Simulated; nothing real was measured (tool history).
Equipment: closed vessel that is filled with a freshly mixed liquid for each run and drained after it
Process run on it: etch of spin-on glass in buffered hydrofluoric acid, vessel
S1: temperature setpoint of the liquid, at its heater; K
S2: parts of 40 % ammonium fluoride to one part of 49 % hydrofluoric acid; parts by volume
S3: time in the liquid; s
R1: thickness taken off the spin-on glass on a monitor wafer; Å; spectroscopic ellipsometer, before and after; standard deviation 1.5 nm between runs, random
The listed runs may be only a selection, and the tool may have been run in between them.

Run 1, hour 0.0: S1 296.15 K, S2 16.5 parts by volume, S3 95 s. Result: R1 1762.1 Å.
Run 2, hour 2.2: S1 296.15 K, S2 16.5 parts by volume, S3 95 s. Result: R1 1744.7 Å.
Run 3, hour 5.6: S1 297.65 K, S2 16.5 parts by volume, S3 95 s. Result: R1 1896.7 Å.
Run 4, hour 10.9: S1 297.65 K, S2 20.5 parts by volume, S3 95 s. Result: R1 1556.6 Å.
Run 5, hour 16.5: S1 297.65 K, S2 20.5 parts by volume, S3 95 s. Result: R1 1543.5 Å.
Run 6, hour 20.6: S1 294.15 K, S2 20.5 parts by volume, S3 95 s. Result: R1 1269.9 Å.
Run 7, hour 26.2: S1 295.65 K, S2 19.5 parts by volume, S3 95 s. Result: R1 1448.8 Å.
Run 8, hour 30.8: S1 297.15 K, S2 19.0 parts by volume, S3 95 s. Result: R1 1612.2 Å.
Run 9, hour 36.1: S1 297.15 K, S2 19.0 parts by volume, S3 95 s. Result: R1 1609.8 Å.

The next listed run, before its measurement:
Run 10, hour 37.6: S1 298.15 K, S2 18.5 parts by volume, S3 95 s. Result: R1 ?.

{"run 10": {"R1": 1751.4}}
